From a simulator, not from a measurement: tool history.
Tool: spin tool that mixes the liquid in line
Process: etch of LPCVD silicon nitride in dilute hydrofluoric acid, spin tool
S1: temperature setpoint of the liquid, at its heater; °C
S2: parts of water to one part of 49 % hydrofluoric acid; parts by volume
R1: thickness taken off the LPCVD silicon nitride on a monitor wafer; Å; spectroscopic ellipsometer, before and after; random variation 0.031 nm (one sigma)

{"run": 1, "hour": 0.0, "S1": 23.0, "S2": 110, "time under the liquid (s)": 85, "R1": 4.0493}
{"run": 2, "hour": 4.0, "S1": 26.0, "S2": 110, "time under the liquid (s)": 85, "R1": 4.8772}
{"run": 3, "hour": 6.6, "S1": 26.0, "S2": 110, "time under the liquid (s)": 65, "R1": 3.7981}
{"run": 4, "hour": 12.7, "S1": 26.0, "S2": 75, "time under the liquid (s)": 65, "R1": 5.4731}
{"run": 5, "hour": 16.6, "S1": 26.5, "S2": 70, "time under the liquid (s)": 65, "R1": 6.0569}
{"run": 6, "hour": 19.3, "S1": 26.5, "S2": 105, "time under the liquid (s)": 65, "R1": 4.0627}

Run 7 comes next. What will it give?
{"run": 7, "hour": 24.2, "S1": 29.5, "S2": 60, "time under the liquid (s)": 85, "R1": "?"}

R1: 10.6570 Å
